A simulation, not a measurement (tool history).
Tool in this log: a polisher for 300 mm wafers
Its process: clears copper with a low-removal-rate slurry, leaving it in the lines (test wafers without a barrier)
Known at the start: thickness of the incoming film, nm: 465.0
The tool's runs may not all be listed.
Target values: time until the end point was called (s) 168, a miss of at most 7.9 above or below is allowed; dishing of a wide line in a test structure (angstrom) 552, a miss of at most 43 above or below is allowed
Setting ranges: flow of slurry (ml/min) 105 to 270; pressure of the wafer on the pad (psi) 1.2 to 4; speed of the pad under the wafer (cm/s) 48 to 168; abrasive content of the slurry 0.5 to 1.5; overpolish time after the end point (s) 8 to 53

| run | hour | flow of slurry (ml/min) | pressure of the wafer on the pad (psi) | speed of the pad under the wafer (cm/s) | abrasive content of the slurry | overpolish time after the end point (s) | time until the end point was called (s) | dishing of a wide line in a test structure (angstrom) |
|---|---|---|---|---|---|---|---|---|
| 1 | 0 | 175 | 2.6 | 108 | 1 | 27 | 135.76 | 512.15 |
| 2 | 6.8 | 190 | 2.6 | 108 | 1 | 27 | 134.51 | 515.46 |
| 3 | 8.4 | 190 | 2.6 | 136 | 1 | 27 | 107.76 | 584.25 |
| 4 | 13.9 | 190 | 2.6 | 120 | 1 | 27 | 120.66 | 545.61 |
| 5 | 19.8 | 185 | 2.4 | 120 | 1 | 30 | 130.29 | 542.01 |
| 6 | 22.8 | 185 | 3 | 120 | 1 | 30 | 109.82 | 604.03 |
| 7 | 29.4 | 185 | 2.7 | 118 | 1 | 32 | 118.53 | 601.49 |
| 8 | 30.4 | 185 | 2.4 | 116 | 1 | 34 | 132.71 | 596.05 |

Exercise: of the 5 proposed moves below, exactly one satisfies all targets within the stated allowed misses. Which move is it?
| A | 31.4 | 270 | 2.2 | 150 | 1.15 | 26 | ? | ? |
| B | 31.4 | 195 | 2.4 | 110 | 1 | 36 | ? | ? |
| C | 31.4 | 175 | 3.8 | 122 | 0.9 | 31 | ? | ? |
| D | 31.4 | 220 | 2.1 | 108 | 1.2 | 38 | ? | ? |
| E | 31.4 | 215 | 2.2 | 92 | 1.05 | 38 | ? | ? |

| move | time until the end point was called (s) | dishing of a wide line in a test structure (angstrom) |
|---|---|---|
| A | 104.63 | 557.51 |
| B | 138.87 | 574.64 |
| C | 92.411 | 681.27 |
| D | 147.56 | 566.79 |
| E | 168.99 | 525.88 |
A: lands further from the targets than the last run did
B: gains on the last run, yet a result remains outside its allowed miss
C: lands further from the targets than the last run did
D: gains on the last run, yet a result remains outside its allowed miss
E: in spec on every target
Move E is the one to make.

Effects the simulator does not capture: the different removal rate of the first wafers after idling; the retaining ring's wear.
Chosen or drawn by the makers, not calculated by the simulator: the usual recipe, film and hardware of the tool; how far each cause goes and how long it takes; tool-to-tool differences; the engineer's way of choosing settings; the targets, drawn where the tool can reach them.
